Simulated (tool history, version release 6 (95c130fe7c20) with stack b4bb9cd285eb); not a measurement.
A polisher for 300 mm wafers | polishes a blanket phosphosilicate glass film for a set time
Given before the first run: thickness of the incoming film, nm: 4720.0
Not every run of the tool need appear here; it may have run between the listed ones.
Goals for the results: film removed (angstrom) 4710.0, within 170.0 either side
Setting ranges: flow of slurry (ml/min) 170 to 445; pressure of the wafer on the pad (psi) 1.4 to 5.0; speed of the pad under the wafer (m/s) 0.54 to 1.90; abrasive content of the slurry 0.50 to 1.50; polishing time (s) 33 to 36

| run | day | flow of slurry (ml/min) | pressure of the wafer on the pad (psi) | speed of the pad under the wafer (m/s) | abrasive content of the slurry | polishing time (s) | film removed (angstrom) |
|---|---|---|---|---|---|---|---|
| 1 | 0.000 | 285 | 3.2 | 1.22 | 1.00 | 36 | 3028.7 |
| 2 | 0.142 | 285 | 3.2 | 1.22 | 1.00 | 33 | 2755.2 |
| 3 | 0.229 | 285 | 2.8 | 1.22 | 1.00 | 33 | 2415.6 |
| 4 | 0.258 | 285 | 2.8 | 1.42 | 1.00 | 33 | 2620.7 |
| 5 | 0.333 | 285 | 2.8 | 1.42 | 1.00 | 36 | 2867.2 |
| 6 | 0.562 | 240 | 2.8 | 1.42 | 1.00 | 36 | 2834.8 |
| 7 | 0.712 | 240 | 3.7 | 1.46 | 1.00 | 36 | 3712.8 |
| 8 | 1.008 | 240 | 3.8 | 1.46 | 1.00 | 36 | 3782.3 |
| 9 | 1.346 | 240 | 3.9 | 1.46 | 1.00 | 36 | 3927.5 |
| 10 | 1.392 | 240 | 4.0 | 1.46 | 1.00 | 36 | 3988.9 |
| 11 | 1.688 | 240 | 4.1 | 1.46 | 1.00 | 36 | 4087.8 |
| 12 | 1.817 | 240 | 4.2 | 1.46 | 1.00 | 36 | 4098.9 |

Exercise: of the 5 proposed moves below, exactly one satisfies all targets within the stated allowed misses. Which move is it?
| A | 1.946 | 230 | 4.7 | 1.50 | 0.95 | 33 | ? |
| B | 1.946 | 245 | 3.6 | 1.90 | 1.30 | 33 | ? |
| C | 1.946 | 275 | 4.1 | 1.62 | 0.85 | 33 | ? |
| D | 1.946 | 180 | 4.5 | 1.90 | 1.10 | 35 | ? |
| E | 1.946 | 355 | 5.0 | 1.40 | 0.90 | 35 | ? |

| move | film removed (angstrom) |
|---|---|
| A | 4253.0 |
| B | 4230.8 |
| C | 3765.9 |
| D | 5075.1 |
| E | 4692.7 |
A: moves toward the targets from the last run without getting all of them in spec
B: moves toward the targets from the last run without getting all of them in spec
C: misses by more than the last run did
D: takes the biggest miss from the last run beyond its target
E: in spec on every target
The right move is E.
